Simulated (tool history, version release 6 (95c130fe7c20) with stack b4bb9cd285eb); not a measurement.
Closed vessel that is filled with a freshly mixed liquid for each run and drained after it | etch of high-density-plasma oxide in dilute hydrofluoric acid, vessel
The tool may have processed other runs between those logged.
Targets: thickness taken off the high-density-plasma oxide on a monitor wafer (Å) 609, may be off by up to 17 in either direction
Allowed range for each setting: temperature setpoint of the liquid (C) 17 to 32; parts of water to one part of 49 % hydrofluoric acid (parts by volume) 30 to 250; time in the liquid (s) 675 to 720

run	hour	temperature setpoint of the liquid (C)	parts of water to one part of 49 % hydrofluoric acid (parts by volume)	time in the liquid (s)	thickness taken off the high-density-plasma oxide on a monitor wafer (Å)
1	0	24	140	675	194.36
2	1.8	24	140	675	193.52
3	3.7	25	125	675	232.17
4	6.1	26	115	675	262.84
5	9.2	26	140	675	210.37
6	10.3	27	125	675	251.5
7	14.9	27.5	115	675	279.44
8	22.8	28	105	675	316.06
9	24.8	28.5	95	675	361.69
10	28.6	29	90	675	393.76
11	34.8	29.5	85	675	428.94
12	35.5	30	80	675	465.14
13	38.5	30.5	75	675	512.9
14	42.3	31.5	70	675	573.78
15	45.3	32	70	675	581.42
# hour 52.6: hydrofluoric acid flow meter replaced
16	52.6	32	65	675	678.5
17	58.1	31.5	65	675	668.77
18	65.9	31	65	675	658.74

Next run, 5 choices. One meets every target within its allowed miss, the rest don't. Which?
A	73.7	30.5	70	690	?
B	73.7	30.5	65	675	?
C	73.7	27.5	55	720	?
D	73.7	32	65	715	?
E	73.7	30	65	690	?

move	thickness taken off the high-density-plasma oxide on a monitor wafer (Å)
A	604.94
B	642.14
C	730.4
D	720.4
E	643.86
A: all results in spec
B: gains on the last run, yet a result remains outside its allowed miss
C: its largest miss is bigger than the last run's
D: its largest miss is bigger than the last run's
E: gains on the last run, yet a result remains outside its allowed miss
The move that meets every target is A.
